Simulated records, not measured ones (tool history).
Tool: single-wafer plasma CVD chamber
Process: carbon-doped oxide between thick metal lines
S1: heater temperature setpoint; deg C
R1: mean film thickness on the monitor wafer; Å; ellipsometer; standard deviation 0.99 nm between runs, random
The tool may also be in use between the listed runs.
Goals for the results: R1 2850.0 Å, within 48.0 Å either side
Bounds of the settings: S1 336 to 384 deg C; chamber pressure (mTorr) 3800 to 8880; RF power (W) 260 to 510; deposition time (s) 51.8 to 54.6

Run 1, hour 0.0: S1 360 deg C, chamber pressure (mTorr) 6340, RF power (W) 385, deposition time (s) 54.6. Result: R1 2530.1 Å.
Run 2, hour 5.3: S1 354 deg C, chamber pressure (mTorr) 6340, RF power (W) 385, deposition time (s) 54.6. Result: R1 2560.1 Å.
Run 3, hour 14.3: S1 352 deg C, chamber pressure (mTorr) 6680, RF power (W) 400, deposition time (s) 54.6. Result: R1 2650.3 Å.
Run 4, hour 18.1: S1 351 deg C, chamber pressure (mTorr) 6840, RF power (W) 410, deposition time (s) 54.6. Result: R1 2712.5 Å.
Run 5, hour 19.6: S1 351 deg C, chamber pressure (mTorr) 5980, RF power (W) 410, deposition time (s) 54.6. Result: R1 2670.2 Å.
Run 6, hour 20.8: S1 361 deg C, chamber pressure (mTorr) 5980, RF power (W) 410, deposition time (s) 54.6. Result: R1 2605.1 Å.
Run 7, hour 26.0: S1 358 deg C, chamber pressure (mTorr) 6430, RF power (W) 420, deposition time (s) 54.6. Result: R1 2711.0 Å.
Run 8, hour 28.3: S1 356 deg C, chamber pressure (mTorr) 6740, RF power (W) 425, deposition time (s) 54.6. Result: R1 2744.9 Å.
Run 9, hour 36.3: S1 354 deg C, chamber pressure (mTorr) 6930, RF power (W) 430, deposition time (s) 54.6. Result: R1 2801.0 Å.
Run 10, hour 39.7: S1 353 deg C, chamber pressure (mTorr) 7030, RF power (W) 430, deposition time (s) 54.6. Result: R1 2787.9 Å.

Below are 5 possible settings for the next run. Only one of them brings all results inside the allowed miss of their targets. Which is it?
Run A, hour 43.1: S1 362 deg C, chamber pressure (mTorr) 7440, RF power (W) 450, deposition time (s) 54.6. Result: R1 ?.
Run B, hour 43.1: S1 347 deg C, chamber pressure (mTorr) 7310, RF power (W) 425, deposition time (s) 52.4. Result: R1 ?.
Run C, hour 43.1: S1 341 deg C, chamber pressure (mTorr) 7830, RF power (W) 405, deposition time (s) 52.4. Result: R1 ?.
Run D, hour 43.1: S1 360 deg C, chamber pressure (mTorr) 7460, RF power (W) 420, deposition time (s) 54.6. Result: R1 ?.
Run E, hour 43.1: S1 353 deg C, chamber pressure (mTorr) 7320, RF power (W) 410, deposition time (s) 53.9. Result: R1 ?.

move      R1
   A  2838.1
   B  2701.7
   C  2667.7
   D  2718.8
   E  2675.7
A: every result within its allowed miss
B: its largest miss is bigger than the last run's
C: its largest miss is bigger than the last run's
D: its largest miss is bigger than the last run's
E: its largest miss is bigger than the last run's
So the answer is move A, the one that meets all the targets.

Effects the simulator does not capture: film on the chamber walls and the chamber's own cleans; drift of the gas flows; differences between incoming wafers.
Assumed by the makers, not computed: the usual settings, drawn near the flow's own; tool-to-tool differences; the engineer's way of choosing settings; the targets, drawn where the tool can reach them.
